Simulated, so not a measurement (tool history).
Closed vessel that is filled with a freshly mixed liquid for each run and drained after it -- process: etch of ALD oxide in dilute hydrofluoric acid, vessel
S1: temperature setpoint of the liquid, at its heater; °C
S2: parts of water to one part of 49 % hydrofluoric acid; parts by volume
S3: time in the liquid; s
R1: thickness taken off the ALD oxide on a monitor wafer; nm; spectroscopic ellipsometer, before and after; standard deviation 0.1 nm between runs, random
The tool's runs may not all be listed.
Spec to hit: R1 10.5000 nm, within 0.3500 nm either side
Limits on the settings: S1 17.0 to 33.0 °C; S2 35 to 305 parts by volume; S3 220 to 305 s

run  hour    S1   S2   S3       R1
  1   0.0  25.0  170  305  15.9830
  2   6.9  23.5  175  305  14.3800
  3  12.5  22.0  175  305  13.4400
  4  20.7  21.0  175  305  13.3590
  5  21.5  23.0  175  305  14.1180
  6  27.0  21.5  180  305  13.0530
  7  33.6  20.5  185  305  11.8810
  8  39.1  20.0  185  305  11.6870
  9  45.5  19.5  185  305  11.8000
 10  54.1  19.0  185  305  11.6640
 11  59.1  17.0  195  305   9.9325

5 candidate next runs follow, results not yet known. Just one meets every target within its allowed miss. Identify it.
  A  64.1  17.0  195  290   ?
  B  64.1  17.0  210  305   ?
  C  64.1  17.0  205  305   ?
  D  64.1  19.5  155  220   ?
  E  64.1  17.0  210  300   ?

move       R1
   A   9.6831
   B   9.3279
   C   9.5989
   D  10.6150
   E   9.1749
A: moves away from the targets compared with the last run
B: moves away from the targets compared with the last run
C: moves away from the targets compared with the last run
D: in spec on every target
E: moves away from the targets compared with the last run
Correct choice: D, which meets every target

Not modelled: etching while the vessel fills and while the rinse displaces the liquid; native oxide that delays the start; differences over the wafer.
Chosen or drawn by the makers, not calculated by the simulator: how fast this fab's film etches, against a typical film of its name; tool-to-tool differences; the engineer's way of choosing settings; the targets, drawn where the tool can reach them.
